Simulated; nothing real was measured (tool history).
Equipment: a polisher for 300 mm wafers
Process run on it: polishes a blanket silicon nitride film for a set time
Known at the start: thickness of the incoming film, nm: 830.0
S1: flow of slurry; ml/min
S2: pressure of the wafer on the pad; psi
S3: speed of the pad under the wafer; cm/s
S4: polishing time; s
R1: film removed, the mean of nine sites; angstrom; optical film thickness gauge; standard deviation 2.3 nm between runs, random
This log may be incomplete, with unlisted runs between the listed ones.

run,day,S1,S2,S3,S4,R1
1,0,210,4,94,78,1519.8
2,0.246,210,4.2,94,78,1634
3,0.425,210,4.3,94,78,1681.4
4,0.508,210,3.4,94,78,1338.1
5,0.733,210,3.7,94,78,1437
6,0.925,210,4,94,78,1565.3
7,1.212,210,4.2,94,78,1630.5
8,1.346,210,4.4,94,78,1708.1
9,1.421,210,4.5,94,78,1759.6
10,1.579,210,4.6,94,78,1798.6
11,1.921,210,4.7,94,78,1795.9
12,2.192,210,4.8,94,78,1845.2

Run 13, settings as shown, results not yet in. Your forecast:
13,2.5,210,4.9,94,78,?

R1: 1924.3 angstrom

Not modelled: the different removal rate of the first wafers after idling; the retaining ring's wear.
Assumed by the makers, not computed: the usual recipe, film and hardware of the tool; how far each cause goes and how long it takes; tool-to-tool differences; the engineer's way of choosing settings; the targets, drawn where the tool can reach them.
